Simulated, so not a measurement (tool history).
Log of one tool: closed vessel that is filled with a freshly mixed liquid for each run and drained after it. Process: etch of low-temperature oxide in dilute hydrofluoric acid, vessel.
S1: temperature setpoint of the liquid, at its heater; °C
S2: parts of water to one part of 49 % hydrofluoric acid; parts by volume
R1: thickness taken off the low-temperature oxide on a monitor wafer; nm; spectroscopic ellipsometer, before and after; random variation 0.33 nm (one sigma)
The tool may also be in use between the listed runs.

{"run": 1, "day": 0.0, "S1": 24, "S2": 50, "time in the liquid (s)": 95, "R1": 41.447}
{"run": 2, "day": 0.354, "S1": 25.5, "S2": 50, "time in the liquid (s)": 95, "R1": 44.005}
{"run": 3, "day": 0.517, "S1": 25.5, "S2": 65, "time in the liquid (s)": 95, "R1": 33.03}
{"run": 4, "day": 0.562, "S1": 26.5, "S2": 60, "time in the liquid (s)": 95, "R1": 37.585}
{"run": 5, "day": 0.629, "S1": 26.5, "S2": 60, "time in the liquid (s)": 105, "R1": 41.551}
{"run": 6, "day": 0.929, "S1": 26.5, "S2": 60, "time in the liquid (s)": 105, "R1": 41.13}
{"run": 7, "day": 1.179, "S1": 27.5, "S2": 55, "time in the liquid (s)": 105, "R1": 47.794}
{"run": 8, "day": 1.346, "S1": 28, "S2": 50, "time in the liquid (s)": 105, "R1": 53.841}

Run 9 comes next. What will it give?
{"run": 9, "day": 1.383, "S1": 28.5, "S2": 50, "time in the liquid (s)": 105, "R1": "?"}

R1: 55.057 nm
